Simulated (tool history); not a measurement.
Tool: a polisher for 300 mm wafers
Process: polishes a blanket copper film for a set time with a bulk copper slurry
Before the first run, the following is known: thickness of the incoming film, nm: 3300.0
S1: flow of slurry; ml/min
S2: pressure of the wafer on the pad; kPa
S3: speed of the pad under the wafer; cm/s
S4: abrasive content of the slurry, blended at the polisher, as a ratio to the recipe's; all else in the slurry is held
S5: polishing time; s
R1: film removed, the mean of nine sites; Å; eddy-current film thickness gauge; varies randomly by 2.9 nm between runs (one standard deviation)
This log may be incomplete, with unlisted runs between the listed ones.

Run 1, day 0.000: S1 265 ml/min, S2 22.1 kPa, S3 102 cm/s, S4 1.0, S5 58 s. Result: R1 5979.0 Å.
Run 2, day 0.117: S1 265 ml/min, S2 18.6 kPa, S3 98 cm/s, S4 1.0, S5 58 s. Result: R1 4992.8 Å.
Run 3, day 0.279: S1 290 ml/min, S2 18.6 kPa, S3 98 cm/s, S4 1.0, S5 58 s. Result: R1 4921.4 Å.
Run 4, day 0.412: S1 290 ml/min, S2 15.9 kPa, S3 94 cm/s, S4 1.0, S5 58 s. Result: R1 4067.8 Å.
Run 5, day 0.521: S1 290 ml/min, S2 15.9 kPa, S3 94 cm/s, S4 1.0, S5 53 s. Result: R1 3670.3 Å.
Run 6, day 0.775: S1 290 ml/min, S2 15.9 kPa, S3 94 cm/s, S4 1.1, S5 53 s. Result: R1 3749.7 Å.
Run 7, day 1.008: S1 290 ml/min, S2 15.9 kPa, S3 94 cm/s, S4 1.1, S5 53 s. Result: R1 3776.8 Å.
Run 8, day 1.250: S1 285 ml/min, S2 9.7 kPa, S3 92 cm/s, S4 1.1, S5 53 s. Result: R1 2288.0 Å.

Run 9, settings as shown, results not yet in. Your forecast:
Run 9, day 1.433: S1 305 ml/min, S2 10.3 kPa, S3 92 cm/s, S4 1.1, S5 53 s. Result: R1 ?.

R1: 2458.0 Å
